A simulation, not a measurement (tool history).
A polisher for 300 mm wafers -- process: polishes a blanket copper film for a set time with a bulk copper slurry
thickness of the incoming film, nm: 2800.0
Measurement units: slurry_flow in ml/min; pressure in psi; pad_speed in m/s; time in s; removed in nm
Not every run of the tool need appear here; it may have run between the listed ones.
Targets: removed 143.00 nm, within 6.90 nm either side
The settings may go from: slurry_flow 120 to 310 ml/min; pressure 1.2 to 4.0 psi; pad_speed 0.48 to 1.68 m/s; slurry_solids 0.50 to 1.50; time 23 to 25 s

{"run": 1, "hour": 0.0, "slurry_flow": 200, "pressure": 2.6, "pad_speed": 1.08, "slurry_solids": 1.0, "time": 25, "removed": 196.33}
{"run": 2, "hour": 2.1, "slurry_flow": 200, "pressure": 2.4, "pad_speed": 1.08, "slurry_solids": 1.0, "time": 25, "removed": 182.93}
{"run": 3, "hour": 8.8, "slurry_flow": 235, "pressure": 2.4, "pad_speed": 1.08, "slurry_solids": 1.0, "time": 25, "removed": 183.37}
{"run": 4, "hour": 13.0, "slurry_flow": 235, "pressure": 2.2, "pad_speed": 1.08, "slurry_solids": 1.0, "time": 25, "removed": 168.28}
{"run": 5, "hour": 21.7, "slurry_flow": 235, "pressure": 2.1, "pad_speed": 1.08, "slurry_solids": 1.0, "time": 25, "removed": 161.43}
{"run": 6, "hour": 23.8, "slurry_flow": 235, "pressure": 2.5, "pad_speed": 1.08, "slurry_solids": 1.0, "time": 25, "removed": 190.89}
{"run": 7, "hour": 31.6, "slurry_flow": 235, "pressure": 2.3, "pad_speed": 1.08, "slurry_solids": 1.0, "time": 25, "removed": 180.32}
{"run": 8, "hour": 34.2, "slurry_flow": 235, "pressure": 2.1, "pad_speed": 1.08, "slurry_solids": 1.0, "time": 25, "removed": 165.03}
{"run": 9, "hour": 38.8, "slurry_flow": 235, "pressure": 2.0, "pad_speed": 1.08, "slurry_solids": 1.0, "time": 25, "removed": 153.1}

Which of these 5 next moves meets every target?
{"run": "A", "hour": 43.4, "slurry_flow": 225, "pressure": 2.0, "pad_speed": 1.12, "slurry_solids": 1.05, "time": 25, "removed": "?"}
{"run": "B", "hour": 43.4, "slurry_flow": 145, "pressure": 1.5, "pad_speed": 1.26, "slurry_solids": 0.95, "time": 25, "removed": "?"}
{"run": "C", "hour": 43.4, "slurry_flow": 250, "pressure": 2.2, "pad_speed": 1.16, "slurry_solids": 1.0, "time": 23, "removed": "?"}
{"run": "D", "hour": 43.4, "slurry_flow": 215, "pressure": 1.8, "pad_speed": 1.04, "slurry_solids": 1.1, "time": 25, "removed": "?"}
{"run": "E", "hour": 43.4, "slurry_flow": 225, "pressure": 2.1, "pad_speed": 1.24, "slurry_solids": 1.0, "time": 23, "removed": "?"}

move=A removed=163.95
move=B removed=125.05
move=C removed=168.21
move=D removed=142.72
move=E removed=166.59
A: its largest miss is bigger than the last run's
B: takes the result that was furthest off past its target
C: its largest miss is bigger than the last run's
D: each result inside its tolerance
E: its largest miss is bigger than the last run's
D meets every target.

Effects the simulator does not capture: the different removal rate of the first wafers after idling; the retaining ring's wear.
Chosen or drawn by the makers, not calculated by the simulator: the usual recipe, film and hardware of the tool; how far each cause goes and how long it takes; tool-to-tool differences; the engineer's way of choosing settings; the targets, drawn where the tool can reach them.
